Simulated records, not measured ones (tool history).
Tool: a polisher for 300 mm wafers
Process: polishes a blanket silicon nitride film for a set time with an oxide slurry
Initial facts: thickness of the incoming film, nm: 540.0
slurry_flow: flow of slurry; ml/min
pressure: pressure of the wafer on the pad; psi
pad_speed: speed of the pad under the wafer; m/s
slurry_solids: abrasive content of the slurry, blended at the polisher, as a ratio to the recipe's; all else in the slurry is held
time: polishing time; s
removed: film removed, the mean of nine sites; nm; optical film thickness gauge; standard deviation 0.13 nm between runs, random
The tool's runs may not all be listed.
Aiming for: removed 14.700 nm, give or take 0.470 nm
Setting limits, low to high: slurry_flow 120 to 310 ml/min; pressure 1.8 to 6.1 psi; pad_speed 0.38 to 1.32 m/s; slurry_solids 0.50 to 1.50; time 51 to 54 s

run 1 hour=0.0 | slurry_flow=200 pressure=3.9 pad_speed=0.84 slurry_solids=1.00 time=51 | removed=29.754
run 2 hour=5.4 | slurry_flow=200 pressure=3.6 pad_speed=0.82 slurry_solids=1.00 time=51 | removed=27.865
run 3 hour=12.7 | slurry_flow=200 pressure=3.3 pad_speed=0.78 slurry_solids=1.00 time=51 | removed=24.827
run 4 hour=19.8 | slurry_flow=200 pressure=3.3 pad_speed=0.68 slurry_solids=1.00 time=51 | removed=22.829
run 5 hour=25.4 | slurry_flow=200 pressure=3.3 pad_speed=0.68 slurry_solids=1.00 time=51 | removed=22.643
run 6 hour=29.6 | slurry_flow=240 pressure=3.3 pad_speed=0.68 slurry_solids=1.00 time=51 | removed=23.041
run 7 hour=32.8 | slurry_flow=240 pressure=3.1 pad_speed=0.66 slurry_solids=1.00 time=51 | removed=21.647
run 8 hour=33.7 | slurry_flow=240 pressure=2.9 pad_speed=0.64 slurry_solids=1.00 time=51 | removed=20.466
run 9 hour=35.9 | slurry_flow=240 pressure=2.7 pad_speed=0.62 slurry_solids=1.00 time=51 | removed=19.053
run 10 hour=40.6 | slurry_flow=240 pressure=2.6 pad_speed=0.62 slurry_solids=1.00 time=51 | removed=18.458
run 11 hour=43.9 | slurry_flow=240 pressure=2.5 pad_speed=0.62 slurry_solids=1.00 time=51 | removed=18.452
run 12 hour=46.3 | slurry_flow=240 pressure=2.4 pad_speed=0.60 slurry_solids=1.00 time=51 | removed=17.323
run 13 hour=49.3 | slurry_flow=240 pressure=2.3 pad_speed=0.60 slurry_solids=1.00 time=51 | removed=16.838
run 14 hour=57.6 | slurry_flow=240 pressure=2.2 pad_speed=0.60 slurry_solids=1.00 time=51 | removed=16.439
run 15 hour=64.0 | slurry_flow=240 pressure=2.1 pad_speed=0.60 slurry_solids=1.00 time=51 | removed=16.086

Exactly one of the 5 candidate moves below puts every result within its allowed miss. Which one?
run A hour=70.4 | slurry_flow=245 pressure=2.6 pad_speed=0.58 slurry_solids=1.05 time=53 | removed=?
run B hour=70.4 | slurry_flow=275 pressure=3.2 pad_speed=0.44 slurry_solids=1.05 time=51 | removed=?
run C hour=70.4 | slurry_flow=235 pressure=2.2 pad_speed=0.64 slurry_solids=1.05 time=53 | removed=?
run D hour=70.4 | slurry_flow=230 pressure=2.8 pad_speed=0.56 slurry_solids=0.85 time=54 | removed=?
run E hour=70.4 | slurry_flow=260 pressure=2.1 pad_speed=0.50 slurry_solids=1.00 time=52 | removed=?

move=A removed=18.665
move=B removed=17.624
move=C removed=17.819
move=D removed=18.088
move=E removed=14.473
A: misses by more than the last run did
B: misses by more than the last run did
C: misses by more than the last run did
D: misses by more than the last run did
E: every result lands within tolerance
Answer: E
